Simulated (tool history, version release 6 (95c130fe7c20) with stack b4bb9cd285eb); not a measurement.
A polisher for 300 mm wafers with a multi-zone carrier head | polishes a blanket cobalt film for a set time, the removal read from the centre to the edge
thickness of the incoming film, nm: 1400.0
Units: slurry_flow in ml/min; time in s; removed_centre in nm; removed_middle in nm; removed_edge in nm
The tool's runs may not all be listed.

run  hour  slurry_flow  centre_zone  middle_zone  edge_zone  time  removed_centre  removed_middle  removed_edge
  1   0.0          220         1.00         1.00       1.00    71          211.19          202.42        199.61
  2   6.3          230         1.04         1.01       1.04    73          230.80          215.27        211.03
  3   9.5          205         1.04         1.01       1.04    73          221.07          209.08        208.55
  4  16.8          205         1.04         1.08       1.04    73          222.43          219.91        206.47
  5  21.0          175         1.04         1.08       1.04    73          216.87          213.36        206.19
  6  21.9          195         1.08         1.06       1.08    74          236.46          218.81        216.50
  7  30.6          210         1.10         1.06       1.10    75          245.48          226.71        222.58

Run 8 comes next. What will it give?
  8  37.0          220         1.12         1.05       1.12    75               ?               ?             ?

Run 8 gave removed_centre 251.16 nm, removed_middle 224.75 nm, removed_edge 223.13 nm.
